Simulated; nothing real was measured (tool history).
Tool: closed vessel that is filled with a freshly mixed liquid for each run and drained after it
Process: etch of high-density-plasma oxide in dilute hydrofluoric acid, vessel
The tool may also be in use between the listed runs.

run,hour,temperature setpoint of the liquid (C),parts of water to one part of 49 % hydrofluoric acid (parts by volume),time in the liquid (s),thickness taken off the high-density-plasma oxide on a monitor wafer (Å)
1,0,26,165,1435,493.23
2,2.3,26,165,1435,500.35
3,11,25,165,1435,475.55
4,18.2,25,165,1550,512.82
5,24.5,24,165,1550,496.54
6,26.9,24,165,1550,503.42

Forecast run 7:
7,29,23.5,165,1550,?

{"run 7": {"thickness taken off the high-density-plasma oxide on a monitor wafer (Å)": 488.16}}

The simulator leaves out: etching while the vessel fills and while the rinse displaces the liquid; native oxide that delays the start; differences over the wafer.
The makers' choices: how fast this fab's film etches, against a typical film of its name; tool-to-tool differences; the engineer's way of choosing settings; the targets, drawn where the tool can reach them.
